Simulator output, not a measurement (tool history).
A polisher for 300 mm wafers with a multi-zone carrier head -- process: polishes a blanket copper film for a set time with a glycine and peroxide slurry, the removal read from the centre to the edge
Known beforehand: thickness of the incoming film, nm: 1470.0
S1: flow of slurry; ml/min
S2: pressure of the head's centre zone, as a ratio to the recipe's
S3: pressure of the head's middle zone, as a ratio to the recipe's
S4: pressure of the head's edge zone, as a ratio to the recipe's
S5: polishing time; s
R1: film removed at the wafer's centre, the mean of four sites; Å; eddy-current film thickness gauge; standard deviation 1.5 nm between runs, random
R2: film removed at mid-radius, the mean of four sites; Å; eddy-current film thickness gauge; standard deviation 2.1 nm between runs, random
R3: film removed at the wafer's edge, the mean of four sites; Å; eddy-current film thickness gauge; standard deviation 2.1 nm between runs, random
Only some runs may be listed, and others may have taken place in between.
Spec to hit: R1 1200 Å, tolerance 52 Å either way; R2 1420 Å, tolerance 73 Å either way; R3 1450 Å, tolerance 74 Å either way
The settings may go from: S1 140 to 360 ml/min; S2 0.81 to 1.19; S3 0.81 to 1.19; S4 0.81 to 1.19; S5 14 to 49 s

{"run": 1, "day": 0.0, "S1": 230, "S2": 1, "S3": 1, "S4": 1, "S5": 31, "R1": 1442, "R2": 1454, "R3": 1479.1}
{"run": 2, "day": 0.375, "S1": 260, "S2": 1, "S3": 1, "S4": 1, "S5": 31, "R1": 1485, "R2": 1467.9, "R3": 1483.1}
{"run": 3, "day": 0.538, "S1": 230, "S2": 1, "S3": 1, "S4": 1, "S5": 31, "R1": 1463.6, "R2": 1481.9, "R3": 1419.6}
{"run": 4, "day": 0.808, "S1": 230, "S2": 1.05, "S3": 1, "S4": 1, "S5": 31, "R1": 1539.3, "R2": 1473, "R3": 1462}
{"run": 5, "day": 1.171, "S1": 230, "S2": 1.05, "S3": 1, "S4": 1, "S5": 23, "R1": 1109.4, "R2": 1091.2, "R3": 1072.2}
{"run": 6, "day": 1.279, "S1": 230, "S2": 1.05, "S3": 0.92, "S4": 1, "S5": 23, "R1": 1130.1, "R2": 1058.8, "R3": 1104.4}
{"run": 7, "day": 1.625, "S1": 230, "S2": 1.02, "S3": 0.94, "S4": 1.02, "S5": 24, "R1": 1129, "R2": 1093.5, "R3": 1145.7}
{"run": 8, "day": 1.796, "S1": 230, "S2": 0.99, "S3": 0.96, "S4": 1.03, "S5": 25, "R1": 1156.8, "R2": 1154.4, "R3": 1194.9}
{"run": 9, "day": 2.133, "S1": 230, "S2": 0.96, "S3": 0.98, "S4": 1.04, "S5": 26, "R1": 1162.4, "R2": 1220.9, "R3": 1226.9}
{"run": 10, "day": 2.329, "S1": 235, "S2": 0.86, "S3": 1, "S4": 1.14, "S5": 31, "R1": 1266.7, "R2": 1492.7, "R3": 1586}
{"run": 11, "day": 2.438, "S1": 230, "S2": 0.86, "S3": 1, "S4": 1.13, "S5": 31, "R1": 1239.7, "R2": 1457.4, "R3": 1583.4}
{"run": 12, "day": 2.483, "S1": 230, "S2": 0.86, "S3": 1, "S4": 1.12, "S5": 31, "R1": 1255, "R2": 1490, "R3": 1530.5}
{"run": 13, "day": 2.604, "S1": 225, "S2": 0.86, "S3": 0.99, "S4": 1.12, "S5": 31, "R1": 1263.1, "R2": 1468.7, "R3": 1567.3}
{"run": 14, "day": 2.8, "S1": 225, "S2": 0.86, "S3": 0.99, "S4": 1.11, "S5": 31, "R1": 1258.4, "R2": 1450.4, "R3": 1517.9}
{"run": 15, "day": 3.025, "S1": 220, "S2": 0.85, "S3": 0.99, "S4": 1.11, "S5": 31, "R1": 1256.6, "R2": 1452.7, "R3": 1523.2}

Exactly one of the 4 candidate moves below puts every result within its allowed miss. Which one?
{"run": "A", "day": 3.25, "S1": 240, "S2": 0.92, "S3": 0.88, "S4": 1.1, "S5": 32, "R1": "?", "R2": "?", "R3": "?"}
{"run": "B", "day": 3.25, "S1": 235, "S2": 0.82, "S3": 0.89, "S4": 1.19, "S5": 31, "R1": "?", "R2": "?", "R3": "?"}
{"run": "C", "day": 3.25, "S1": 270, "S2": 0.91, "S3": 1.12, "S4": 1.19, "S5": 28, "R1": "?", "R2": "?", "R3": "?"}
{"run": "D", "day": 3.25, "S1": 245, "S2": 0.95, "S3": 1, "S4": 1, "S5": 31, "R1": "?", "R2": "?", "R3": "?"}

move=A R1=1384.2 R2=1429.7 R3=1568.8
move=B R1=1203.3 R2=1391.3 R3=1580.4
move=C R1=1213.5 R2=1445.1 R3=1437.1
move=D R1=1385 R2=1487.3 R3=1450.2
A: misses by more than the last run did
B: corrects the largest miss of the last run, while another result sits out of spec
C: all results land within tolerance of their targets
D: misses by more than the last run did
The right move is C.

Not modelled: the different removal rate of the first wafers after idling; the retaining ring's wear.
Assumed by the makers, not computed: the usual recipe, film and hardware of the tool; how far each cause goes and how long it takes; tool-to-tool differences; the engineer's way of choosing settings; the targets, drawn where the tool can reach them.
